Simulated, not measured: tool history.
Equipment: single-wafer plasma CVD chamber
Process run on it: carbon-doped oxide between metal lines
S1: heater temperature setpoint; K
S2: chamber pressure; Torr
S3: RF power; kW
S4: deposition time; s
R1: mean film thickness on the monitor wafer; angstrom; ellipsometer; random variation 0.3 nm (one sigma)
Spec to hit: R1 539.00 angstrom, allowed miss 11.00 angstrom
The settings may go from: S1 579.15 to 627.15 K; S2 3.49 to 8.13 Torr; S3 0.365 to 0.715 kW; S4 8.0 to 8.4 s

{"run": 1, "hour": 0.0, "S1": 603.15, "S2": 5.81, "S3": 0.54, "S4": 8.4, "R1": 477.72}
{"run": 2, "hour": 6.7, "S1": 603.15, "S2": 5.81, "S3": 0.54, "S4": 8.4, "R1": 477.58}
{"run": 3, "hour": 7.3, "S1": 603.15, "S2": 5.81, "S3": 0.495, "S4": 8.4, "R1": 447.29}
{"run": 4, "hour": 15.0, "S1": 603.15, "S2": 5.81, "S3": 0.465, "S4": 8.4, "R1": 422.82}
{"run": 5, "hour": 23.0, "S1": 599.15, "S2": 6.09, "S3": 0.495, "S4": 8.4, "R1": 460.86}
{"run": 6, "hour": 25.3, "S1": 595.15, "S2": 6.4, "S3": 0.5, "S4": 8.4, "R1": 467.37}
{"run": 7, "hour": 27.1, "S1": 593.15, "S2": 6.56, "S3": 0.52, "S4": 8.4, "R1": 492.82}
{"run": 8, "hour": 33.7, "S1": 591.15, "S2": 6.76, "S3": 0.525, "S4": 8.4, "R1": 504.79}
{"run": 9, "hour": 39.7, "S1": 589.15, "S2": 6.91, "S3": 0.53, "S4": 8.4, "R1": 512.23}

Consider the 4 candidate settings below. Which is the only one whose results all fall within their allowed miss of target?
{"run": "A", "hour": 45.7, "S1": 586.15, "S2": 6.92, "S3": 0.545, "S4": 8.2, "R1": "?"}
{"run": "B", "hour": 45.7, "S1": 581.15, "S2": 7.27, "S3": 0.535, "S4": 8.0, "R1": "?"}
{"run": "C", "hour": 45.7, "S1": 586.15, "S2": 7.74, "S3": 0.545, "S4": 8.4, "R1": "?"}
{"run": "D", "hour": 45.7, "S1": 589.15, "S2": 7.09, "S3": 0.535, "S4": 8.4, "R1": "?"}

move=A R1=518.49
move=B R1=512.87
move=C R1=535.52
move=D R1=516.70
A: gains on the last run, yet a result remains outside its allowed miss
B: just as far off the targets as the last run
C: every result within its allowed miss
D: gains on the last run, yet a result remains outside its allowed miss
Answer: C
